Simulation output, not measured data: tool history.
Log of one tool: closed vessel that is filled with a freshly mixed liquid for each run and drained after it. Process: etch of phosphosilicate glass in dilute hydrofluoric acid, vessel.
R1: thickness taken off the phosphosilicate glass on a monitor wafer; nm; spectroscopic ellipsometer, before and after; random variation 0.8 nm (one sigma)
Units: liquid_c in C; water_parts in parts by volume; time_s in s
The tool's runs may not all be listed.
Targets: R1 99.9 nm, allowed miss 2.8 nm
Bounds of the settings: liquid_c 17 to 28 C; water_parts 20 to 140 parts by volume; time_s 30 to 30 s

run 1 hour=0 | liquid_c=20 water_parts=75 time_s=30 | R1=42.137
run 2 hour=3.4 | liquid_c=20 water_parts=75 time_s=30 | R1=40.813
run 3 hour=10.3 | liquid_c=21.5 water_parts=70 time_s=30 | R1=47.142
run 4 hour=18.7 | liquid_c=21.5 water_parts=90 time_s=30 | R1=35.929
run 5 hour=21.4 | liquid_c=22.5 water_parts=80 time_s=30 | R1=42.763
run 6 hour=23.6 | liquid_c=23.5 water_parts=70 time_s=30 | R1=50.563
run 7 hour=25.6 | liquid_c=24 water_parts=65 time_s=30 | R1=56.798
run 8 hour=34.8 | liquid_c=24 water_parts=65 time_s=30 | R1=57.423
run 9 hour=39.3 | liquid_c=28 water_parts=35 time_s=30 | R1=129.81
run 10 hour=44 | liquid_c=27.5 water_parts=35 time_s=30 | R1=126.67
run 11 hour=48.8 | liquid_c=27 water_parts=35 time_s=30 | R1=125.11
run 12 hour=53.8 | liquid_c=26.5 water_parts=35 time_s=30 | R1=121.95
run 13 hour=58.6 | liquid_c=26 water_parts=35 time_s=30 | R1=120.21
run 14 hour=67.3 | liquid_c=25.5 water_parts=35 time_s=30 | R1=116.59
run 15 hour=74.5 | liquid_c=25 water_parts=35 time_s=30 | R1=114.02
run 16 hour=77.5 | liquid_c=24.5 water_parts=35 time_s=30 | R1=110.74
run 17 hour=79.1 | liquid_c=24 water_parts=35 time_s=30 | R1=111.02
run 18 hour=84.9 | liquid_c=23.5 water_parts=35 time_s=30 | R1=108.66

Which of these 4 next moves meets every target?
run A hour=90.7 | liquid_c=28 water_parts=45 time_s=30 | R1=?
run B hour=90.7 | liquid_c=23 water_parts=40 time_s=30 | R1=?
run C hour=90.7 | liquid_c=27 water_parts=35 time_s=30 | R1=?
run D hour=90.7 | liquid_c=23.5 water_parts=40 time_s=30 | R1=?

move=A R1=99.175
move=B R1=91.558
move=C R1=124.27
move=D R1=93.489
A: meets every target
B: takes the result that was furthest off past its target
C: further off than the last run
D: takes the result that was furthest off past its target
Move A is the one to make.

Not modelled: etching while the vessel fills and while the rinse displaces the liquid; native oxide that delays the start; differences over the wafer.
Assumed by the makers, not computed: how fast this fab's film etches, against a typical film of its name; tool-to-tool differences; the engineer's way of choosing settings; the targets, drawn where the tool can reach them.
